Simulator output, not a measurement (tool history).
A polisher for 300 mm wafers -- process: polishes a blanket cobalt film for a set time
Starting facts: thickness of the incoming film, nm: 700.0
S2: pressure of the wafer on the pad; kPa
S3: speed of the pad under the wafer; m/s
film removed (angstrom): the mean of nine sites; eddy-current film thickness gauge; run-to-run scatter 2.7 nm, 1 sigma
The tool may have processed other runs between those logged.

run 1 day=0.000 | flow_of_slurry_(ml/min)=255 S2=13.1 S3=0.76 polishing_time_(s)=40 | film_removed_(angstrom)=1610.6
run 2 day=0.033 | flow_of_slurry_(ml/min)=255 S2=13.8 S3=0.76 polishing_time_(s)=40 | film_removed_(angstrom)=1680.5
run 3 day=0.108 | flow_of_slurry_(ml/min)=255 S2=14.5 S3=0.76 polishing_time_(s)=40 | film_removed_(angstrom)=1722.3
run 4 day=0.296 | flow_of_slurry_(ml/min)=255 S2=14.5 S3=0.94 polishing_time_(s)=40 | film_removed_(angstrom)=2047.1
run 5 day=0.475 | flow_of_slurry_(ml/min)=255 S2=12.4 S3=0.94 polishing_time_(s)=40 | film_removed_(angstrom)=1860.0
run 6 day=0.767 | flow_of_slurry_(ml/min)=255 S2=9.7 S3=0.94 polishing_time_(s)=40 | film_removed_(angstrom)=1592.6
run 7 day=1.108 | flow_of_slurry_(ml/min)=255 S2=10.3 S3=0.94 polishing_time_(s)=40 | film_removed_(angstrom)=1675.5
run 8 day=1.346 | flow_of_slurry_(ml/min)=255 S2=10.3 S3=0.94 polishing_time_(s)=40 | film_removed_(angstrom)=1626.3
run 9 day=1.521 | flow_of_slurry_(ml/min)=255 S2=11.0 S3=0.94 polishing_time_(s)=40 | film_removed_(angstrom)=1726.7
run 10 day=1.796 | flow_of_slurry_(ml/min)=255 S2=11.7 S3=0.94 polishing_time_(s)=40 | film_removed_(angstrom)=1783.7

Run 11, settings as shown, results not yet in. Your forecast:
run 11 day=2.079 | flow_of_slurry_(ml/min)=260 S2=15.9 S3=0.96 polishing_time_(s)=40 | film_removed_(angstrom)=?

film removed (angstrom): 2225.4

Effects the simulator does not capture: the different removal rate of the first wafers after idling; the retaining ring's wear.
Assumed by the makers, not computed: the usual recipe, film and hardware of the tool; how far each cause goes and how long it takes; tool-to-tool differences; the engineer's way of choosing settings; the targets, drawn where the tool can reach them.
